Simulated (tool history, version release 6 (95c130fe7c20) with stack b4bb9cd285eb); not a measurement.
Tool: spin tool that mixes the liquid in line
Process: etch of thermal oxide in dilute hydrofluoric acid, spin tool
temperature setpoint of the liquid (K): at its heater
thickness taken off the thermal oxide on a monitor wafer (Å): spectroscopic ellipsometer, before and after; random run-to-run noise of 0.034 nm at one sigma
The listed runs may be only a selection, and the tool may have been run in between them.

run,hour,temperature setpoint of the liquid (K),parts of water to one part of 49 % hydrofluoric acid (parts by volume),time under the liquid (s),thickness taken off the thermal oxide on a monitor wafer (Å)
1,0,294.15,250,260,38.899
2,1.5,293.15,260,260,35.816
3,10.4,292.65,270,260,34.034
4,15.6,292.15,280,260,31.908
5,23.2,292.15,280,280,33.686
6,25.6,292.15,220,280,46.269
7,32.1,291.65,240,280,40.094
8,40.8,291.15,255,280,37.441

Run 9 has not been measured yet. What should we expect?
9,45.6,291.15,255,280,?

thickness taken off the thermal oxide on a monitor wafer (Å): 36.09
